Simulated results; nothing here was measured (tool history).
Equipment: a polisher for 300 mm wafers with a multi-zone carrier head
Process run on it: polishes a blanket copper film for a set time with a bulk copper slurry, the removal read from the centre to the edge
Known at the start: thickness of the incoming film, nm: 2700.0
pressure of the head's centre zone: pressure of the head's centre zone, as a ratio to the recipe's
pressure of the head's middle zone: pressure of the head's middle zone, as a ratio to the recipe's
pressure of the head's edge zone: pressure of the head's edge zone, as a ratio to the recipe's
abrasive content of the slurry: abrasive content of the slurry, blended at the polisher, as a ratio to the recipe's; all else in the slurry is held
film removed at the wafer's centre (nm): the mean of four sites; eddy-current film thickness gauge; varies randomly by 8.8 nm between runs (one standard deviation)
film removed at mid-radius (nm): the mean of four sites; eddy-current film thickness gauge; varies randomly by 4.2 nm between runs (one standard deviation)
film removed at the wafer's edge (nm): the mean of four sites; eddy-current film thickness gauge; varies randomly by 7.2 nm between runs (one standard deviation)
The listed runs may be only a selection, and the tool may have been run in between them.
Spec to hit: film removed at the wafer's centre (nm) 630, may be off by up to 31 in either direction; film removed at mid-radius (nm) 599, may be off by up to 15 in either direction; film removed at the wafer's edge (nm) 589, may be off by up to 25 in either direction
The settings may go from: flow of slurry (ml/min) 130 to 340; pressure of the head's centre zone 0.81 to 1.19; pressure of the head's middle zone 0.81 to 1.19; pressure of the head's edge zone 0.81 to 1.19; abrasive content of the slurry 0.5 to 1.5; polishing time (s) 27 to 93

run    day  flow of slurry (ml/min)  pressure of the head's centre zone  pressure of the head's middle zone  pressure of the head's edge zone  abrasive content of the slurry  polishing time (s)  film removed at the wafer's centre (nm)  film removed at mid-radius (nm)  film removed at the wafer's edge (nm)
  1      0                      220                                   1                                   1                                 1                               1                  59                                   461.54                           460.76                                 449.25
  2  0.321                      220                                   1                                   1                                 1                             1.1                  59                                   460.34                           472.35                                 457.72
  3   0.65                      220                                1.07                                   1                                 1                             1.1                  59                                   488.92                           471.02                                 468.02
  4  0.771                      220                                1.01                                   1                                 1                             1.1                  59                                   461.91                           473.07                                 459.31
  5  0.821                      225                                1.03                                1.01                              1.01                            1.15                  60                                   508.29                           486.17                                 480.16
  6  1.025                      220                                1.02                                1.02                              1.02                             1.2                  61                                   511.77                           512.67                                 500.91
  7  1.242                      225                                1.03                                1.04                              1.04                             1.2                  61                                   507.23                           506.31                                 495.66
  8  1.488                      225                                1.04                                1.04                              1.04                            1.25                  62                                   515.54                           531.63                                 509.29
  9  1.842                      230                                1.06                                1.04                              1.05                             1.3                  62                                   560.82                           538.38                                 524.22
 10  1.862                      230                                1.06                                1.05                              1.06                            1.35                  62                                   539.41                           544.92                                 522.82
 11  2.196                      235                                1.07                                1.05                              1.07                            1.35                  62                                   558.12                           548.15                                 525.66
 12  2.404                      235                                1.07                                1.05                              1.08                            1.35                  63                                   568.07                           556.92                                 539.96
 13  2.521                      240                                1.07                                1.05                              1.09                            1.35                  63                                   565.53                           557.55                                 548.89
 14  2.883                      245                                1.08                                1.05                               1.1                            1.35                  63                                   571.09                           559.08                                 537.77
 15  3.071                      240                                1.08                                1.05                               1.1                            1.35                  63                                   565.06                           556.97                                 546.05
 16  3.288                      245                                1.09                                1.05                              1.11                            1.35                  63                                   571.69                           560.62                                 547.32
 17  3.542                      245                                 1.1                                1.05                              1.12                            1.35                  63                                   596.74                           556.94                                 546.83
 18  3.875                      245                                 1.1                                1.05                              1.13                            1.35                  63                                   580.85                           557.33                                 558.95

Pick the move, out of 4, that brings all results within their allowed miss; only one does.
  A  4.208                      235                                1.12                                1.07                              1.14                             1.3                  68                                        ?                                ?                                      ?
  B  4.208                      305                                1.07                                0.97                              1.18                             1.5                  59                                        ?                                ?                                      ?
  C  4.208                      230                                1.04                                0.92                              1.19                            1.35                  65                                        ?                                ?                                      ?
  D  4.208                      190                                 1.1                                0.89                              1.19                            1.15                  66                                        ?                                ?                                      ?

move  film removed at the wafer's centre (nm)  film removed at mid-radius (nm)  film removed at the wafer's edge (nm)
   A                                   634.15                           606.41                                 595.06
   B                                   558.02                           513.18                                    554
   C                                   565.39                           513.76                                 586.43
   D                                   571.53                           478.68                                 565.18
A: each result inside its tolerance
B: further off than the last run
C: further off than the last run
D: further off than the last run
Correct choice: A, which meets every target
